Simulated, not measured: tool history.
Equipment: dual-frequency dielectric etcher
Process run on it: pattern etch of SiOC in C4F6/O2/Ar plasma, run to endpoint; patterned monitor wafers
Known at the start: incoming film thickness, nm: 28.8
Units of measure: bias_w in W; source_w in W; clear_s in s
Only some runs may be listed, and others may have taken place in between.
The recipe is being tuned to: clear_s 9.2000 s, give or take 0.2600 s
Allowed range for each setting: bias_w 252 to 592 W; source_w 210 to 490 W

run	hour	bias_w	source_w	clear_s
1	0.0	422	350	10.6900
2	4.4	474	350	10.0250
3	8.5	474	290	10.6130
4	13.7	492	300	10.4520
5	21.8	454	300	10.7160
6	28.1	489	300	10.4350
7	32.2	505	310	10.3380
8	36.9	520	320	10.1280
# hour 43.0: source power generator calibrated
9	43.0	533	330	9.6627
10	51.0	540	330	9.5959
11	54.1	546	330	9.7001
12	56.2	553	330	9.6839
13	61.0	559	330	9.5898
14	64.5	564	330	9.6068
15	68.0	569	330	9.4366
16	69.4	572	330	9.2759

Exercise: of the 4 proposed moves below, exactly one satisfies all targets within the stated allowed misses. Which move is it?
A	70.8	574	370	?
B	70.8	554	310	?
C	70.8	549	320	?
D	70.8	567	300	?

move	clear_s
A	9.2851
B	9.8904
C	9.8396
D	9.8885
A: in spec on every target
B: the biggest miss grows against the last run
C: the biggest miss grows against the last run
D: the biggest miss grows against the last run
The right move is A.

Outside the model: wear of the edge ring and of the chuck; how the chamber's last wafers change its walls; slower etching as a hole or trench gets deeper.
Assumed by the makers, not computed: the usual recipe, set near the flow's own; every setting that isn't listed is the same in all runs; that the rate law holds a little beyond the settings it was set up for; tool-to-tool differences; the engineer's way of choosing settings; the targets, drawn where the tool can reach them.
